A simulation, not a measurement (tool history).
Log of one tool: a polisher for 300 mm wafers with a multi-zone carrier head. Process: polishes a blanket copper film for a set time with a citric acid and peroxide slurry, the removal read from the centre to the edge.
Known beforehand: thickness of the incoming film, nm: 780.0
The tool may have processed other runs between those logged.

run,day,flow of slurry (ml/min),pressure of the head's centre zone,pressure of the head's middle zone,pressure of the head's edge zone,abrasive content of the slurry,polishing time (s),film removed at the wafer's centre (nm),film removed at mid-radius (nm),film removed at the wafer's edge (nm)
1,0,295,1,1,1,1,69,145.95,143.38,148.6
2,0.179,290,0.97,1.02,1,1,69,139.7,144.97,146.47
3,0.475,290,0.97,1.02,1,0.8,69,133.81,139.72,137.82
4,0.762,290,0.97,1.02,1,0.8,75,144.62,152.01,148.35
5,1.058,250,0.97,1.02,1,0.8,75,141.36,148.31,150.28
6,1.1,245,0.95,1.03,1,0.8,75,140.32,147.79,150.54

What does the tool deliver on the next run?
7,1.379,250,0.85,1.13,0.96,0.65,74,?,?,?

film removed at the wafer's centre (nm): 118.5
film removed at mid-radius (nm): 154.01
film removed at the wafer's edge (nm): 137.97

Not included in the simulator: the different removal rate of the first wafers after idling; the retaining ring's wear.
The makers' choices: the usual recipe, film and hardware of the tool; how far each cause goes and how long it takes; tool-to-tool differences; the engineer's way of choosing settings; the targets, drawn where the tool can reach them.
